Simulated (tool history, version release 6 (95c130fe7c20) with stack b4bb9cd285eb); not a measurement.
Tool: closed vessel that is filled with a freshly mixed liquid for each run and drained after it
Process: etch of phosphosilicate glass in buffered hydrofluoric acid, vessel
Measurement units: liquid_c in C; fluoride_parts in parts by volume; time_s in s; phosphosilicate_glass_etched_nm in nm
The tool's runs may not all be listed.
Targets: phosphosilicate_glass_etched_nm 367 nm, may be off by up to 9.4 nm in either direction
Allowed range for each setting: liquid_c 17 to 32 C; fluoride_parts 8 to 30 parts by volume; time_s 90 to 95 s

run  hour  liquid_c  fluoride_parts  time_s  phosphosilicate_glass_etched_nm
  1     0        24            21.5      90                           263.94
  2   1.3        27            21.5      90                           310.82
  3   3.5      27.5            21.5      90                           320.31
  4  11.6      27.5            21.5      90                           320.73
  5  18.1      27.5            21.5      95                           335.26
  6  22.3      24.5            21.5      95                           287.46
  7  29.7      25.5            21.5      95                           302.44
  8  33.9        26            21.5      95                           312.63
  9  40.1      26.5            21.5      95                           318.85
 10    46      26.5            21.5      95                           319.88
 11  54.2        27            21.5      95                           329.53
 12  57.8      27.5            21.5      95                           337.55
 13  66.6        28            21.5      95                           346.79

Which of these 5 next moves meets every target?
  A  75.4      30.5              22      90                                ?
  B  75.4      27.5            19.5      90                                ?
  C  75.4      28.5              23      90                                ?
  D  75.4        29            22.5      95                                ?
  E  75.4        29            23.5      95                                ?

move  phosphosilicate_glass_etched_nm
   A                            369.2
   B                           344.51
   C                           322.11
   D                           354.47
   E                           344.08
A: meets every target
B: misses by more than the last run did
C: misses by more than the last run did
D: nearer than the last run, and not there yet
E: misses by more than the last run did
Move A is the one to make.
